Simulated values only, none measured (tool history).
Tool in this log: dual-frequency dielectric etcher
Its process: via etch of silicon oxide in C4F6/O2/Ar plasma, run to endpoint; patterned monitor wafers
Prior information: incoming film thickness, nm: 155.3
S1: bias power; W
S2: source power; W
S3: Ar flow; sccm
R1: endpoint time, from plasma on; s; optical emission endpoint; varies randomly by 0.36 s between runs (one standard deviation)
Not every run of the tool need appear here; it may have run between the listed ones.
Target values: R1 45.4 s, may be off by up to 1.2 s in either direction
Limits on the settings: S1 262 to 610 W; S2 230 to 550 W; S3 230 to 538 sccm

Run 1, hour 0: S1 436 W, S2 390 W, S3 384 sccm. Result: R1 36.579 s.
Run 2, hour 3.1: S1 419 W, S2 380 W, S3 387 sccm. Result: R1 37.01 s.
Run 3, hour 11.5: S1 403 W, S2 360 W, S3 392 sccm. Result: R1 39.685 s.
Run 4, hour 20.2: S1 461 W, S2 360 W, S3 392 sccm. Result: R1 38.016 s.
Run 5, hour 24.6: S1 449 W, S2 350 W, S3 394 sccm. Result: R1 38.442 s.
Run 6, hour 31.4: S1 434 W, S2 340 W, S3 395 sccm. Result: R1 39.925 s.
Run 7, hour 37.6: S1 421 W, S2 340 W, S3 395 sccm. Result: R1 40.688 s.
Run 8, hour 38.2: S1 410 W, S2 340 W, S3 395 sccm. Result: R1 39.889 s.
Run 9, hour 41.3: S1 403 W, S2 330 W, S3 397 sccm. Result: R1 41.317 s.
Run 10, hour 48.6: S1 316 W, S2 310 W, S3 401 sccm. Result: R1 46.392 s.
Run 11, hour 51.7: S1 318 W, S2 310 W, S3 401 sccm. Result: R1 46.883 s.

4 next moves are on the table. One of them brings every result within its allowed miss. Which?
Run A, hour 54.8: S1 307 W, S2 340 W, S3 434 sccm. Result: R1 ?.
Run B, hour 54.8: S1 301 W, S2 300 W, S3 423 sccm. Result: R1 ?.
Run C, hour 54.8: S1 331 W, S2 300 W, S3 446 sccm. Result: R1 ?.
Run D, hour 54.8: S1 419 W, S2 270 W, S3 469 sccm. Result: R1 ?.

move      R1
   A   45.43
   B  49.031
   C  47.877
   D  47.319
A: in spec on every target
B: lands further from the targets than the last run did
C: lands further from the targets than the last run did
D: lands further from the targets than the last run did
Correct choice: A, which meets every target
